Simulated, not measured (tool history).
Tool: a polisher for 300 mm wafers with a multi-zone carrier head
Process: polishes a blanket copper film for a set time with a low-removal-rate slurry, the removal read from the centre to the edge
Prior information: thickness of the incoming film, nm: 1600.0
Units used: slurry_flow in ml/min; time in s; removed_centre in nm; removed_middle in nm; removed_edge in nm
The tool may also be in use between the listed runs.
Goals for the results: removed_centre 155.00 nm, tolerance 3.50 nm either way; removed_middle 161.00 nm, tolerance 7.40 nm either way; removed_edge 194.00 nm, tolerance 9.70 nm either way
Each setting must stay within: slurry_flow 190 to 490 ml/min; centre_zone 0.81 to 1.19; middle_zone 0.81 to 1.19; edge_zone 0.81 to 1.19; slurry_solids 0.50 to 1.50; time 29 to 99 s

run	day	slurry_flow	centre_zone	middle_zone	edge_zone	slurry_solids	time	removed_centre	removed_middle	removed_edge
1	0.000	315	1.00	1.00	1.00	1.00	64	224.01	224.20	227.99
2	0.212	315	1.00	1.00	1.04	1.00	64	225.45	223.65	230.21
3	0.375	310	0.98	0.98	1.04	0.95	64	217.47	216.85	229.48
4	0.721	310	0.97	0.97	1.03	0.90	64	210.69	210.61	220.91
5	0.896	310	0.97	0.97	1.03	0.90	52	171.87	170.11	179.46
6	0.925	310	0.97	1.01	1.03	0.90	52	169.49	179.89	178.48
7	1.054	305	0.96	1.00	1.04	0.90	52	170.35	179.88	178.24
8	1.133	305	0.94	0.99	1.05	0.90	52	164.82	177.66	182.13

Which of these 4 next moves meets every target?
A	1.212	480	0.84	0.87	1.10	0.75	55	?	?	?
B	1.212	305	0.91	0.86	1.06	1.10	53	?	?	?
C	1.212	305	0.86	0.81	1.16	0.90	53	?	?	?
D	1.212	300	0.84	1.07	1.12	0.85	52	?	?	?

move	removed_centre	removed_middle	removed_edge
A	154.86	163.03	193.64
B	172.63	166.63	197.81
C	154.45	150.34	196.33
D	145.69	182.91	185.38
A: each result inside its tolerance
B: lands further from the targets than the last run did
C: meets the target for the result that was furthest off, but another lies outside its allowed miss
D: the result that was furthest off in the last run now lies on the other side of its target
The move that meets every target is A.
